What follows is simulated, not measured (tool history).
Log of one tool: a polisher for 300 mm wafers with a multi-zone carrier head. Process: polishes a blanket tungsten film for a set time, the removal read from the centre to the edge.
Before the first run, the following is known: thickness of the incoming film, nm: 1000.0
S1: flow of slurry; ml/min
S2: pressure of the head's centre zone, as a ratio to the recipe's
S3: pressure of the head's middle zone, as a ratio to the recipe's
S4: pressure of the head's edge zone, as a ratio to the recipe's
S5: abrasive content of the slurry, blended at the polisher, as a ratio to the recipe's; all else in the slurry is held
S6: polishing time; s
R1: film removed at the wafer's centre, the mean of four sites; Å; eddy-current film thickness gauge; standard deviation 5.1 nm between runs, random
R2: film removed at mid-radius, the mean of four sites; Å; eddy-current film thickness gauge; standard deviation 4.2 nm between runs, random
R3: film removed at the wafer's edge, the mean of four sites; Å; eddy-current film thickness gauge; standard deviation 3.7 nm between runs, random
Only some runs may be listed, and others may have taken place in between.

run	day	S1	S2	S3	S4	S5	S6	R1	R2	R3
1	0	210	1	1	1	1	60	3617.9	3674	3842.8
2	0.167	230	1	1	1	1	60	3690.3	3735.3	3894.2
3	0.517	235	1.01	1	1.02	1	60	3858	3699.2	3952.1
4	0.879	185	1.01	1	1.02	1	60	3542.3	3543.7	3807.9
5	1.1	200	1.01	1.01	1.03	1	60	3645.5	3703.5	3876.2
6	1.342	200	1.01	0.94	1.03	1	60	3703.6	3423.6	3894.7
7	1.525	210	1.01	0.95	1.04	1	60	3770.2	3490.3	3930.7
8	1.871	220	1.01	0.96	1.05	1	60	3759.7	3562.4	3971.1
9	1.996	230	1.02	0.97	1.06	1	60	3831.7	3591.1	4009.4
10	2.171	240	1.03	0.98	1.07	1	60	3897.8	3663.4	4028

What does the tool deliver on the next run?
11	2.425	240	1.03	0.98	1.07	1	60	?	?	?

Run 11 yielded R1 3777.6 Å, R2 3641.3 Å, R3 4038.9 Å.

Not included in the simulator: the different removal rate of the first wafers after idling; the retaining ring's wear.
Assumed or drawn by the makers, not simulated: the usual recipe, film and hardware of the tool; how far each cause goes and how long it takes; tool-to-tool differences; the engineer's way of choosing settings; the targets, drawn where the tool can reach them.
